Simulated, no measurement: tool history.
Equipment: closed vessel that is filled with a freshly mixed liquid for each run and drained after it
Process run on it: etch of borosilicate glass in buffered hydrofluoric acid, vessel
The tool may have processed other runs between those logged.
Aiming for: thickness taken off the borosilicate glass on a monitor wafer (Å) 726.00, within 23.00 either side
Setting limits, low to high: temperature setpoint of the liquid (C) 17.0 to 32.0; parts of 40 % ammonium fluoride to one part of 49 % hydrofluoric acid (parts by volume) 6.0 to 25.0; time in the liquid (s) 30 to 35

| run | hour | temperature setpoint of the liquid (C) | parts of 40 % ammonium fluoride to one part of 49 % hydrofluoric acid (parts by volume) | time in the liquid (s) | thickness taken off the borosilicate glass on a monitor wafer (Å) |
|---|---|---|---|---|---|
| 1 | 0.0 | 25.0 | 15.5 | 35 | 278.47 |
| 2 | 1.9 | 27.5 | 12.5 | 35 | 398.78 |
| 3 | 5.3 | 25.0 | 12.5 | 35 | 344.04 |
| 4 | 12.1 | 25.0 | 12.5 | 30 | 287.55 |
| 5 | 12.6 | 23.0 | 12.5 | 30 | 262.10 |
| 6 | 13.4 | 23.0 | 12.5 | 35 | 308.92 |
| 7 | 22.0 | 26.0 | 10.5 | 35 | 430.06 |
| 8 | 25.6 | 28.0 | 10.0 | 35 | 505.57 |
| 9 | 33.0 | 32.0 | 7.5 | 35 | 795.91 |
| 10 | 34.8 | 31.5 | 7.5 | 35 | 767.71 |
| 11 | 35.4 | 31.0 | 7.5 | 35 | 748.80 |

4 candidate next runs follow, results not yet known. Just one meets every target within its allowed miss. Identify it.
| A | 36.0 | 31.5 | 7.0 | 30 | ? |
| B | 36.0 | 30.0 | 6.0 | 30 | ? |
| C | 36.0 | 30.5 | 6.0 | 30 | ? |
| D | 36.0 | 30.0 | 7.0 | 35 | ? |

| move | thickness taken off the borosilicate glass on a monitor wafer (Å) |
|---|---|
| A | 712.98 |
| B | 771.47 |
| C | 791.49 |
| D | 770.31 |
A: every result lands within tolerance
B: lands further from the targets than the last run did
C: lands further from the targets than the last run did
D: lands further from the targets than the last run did
The right move is A.
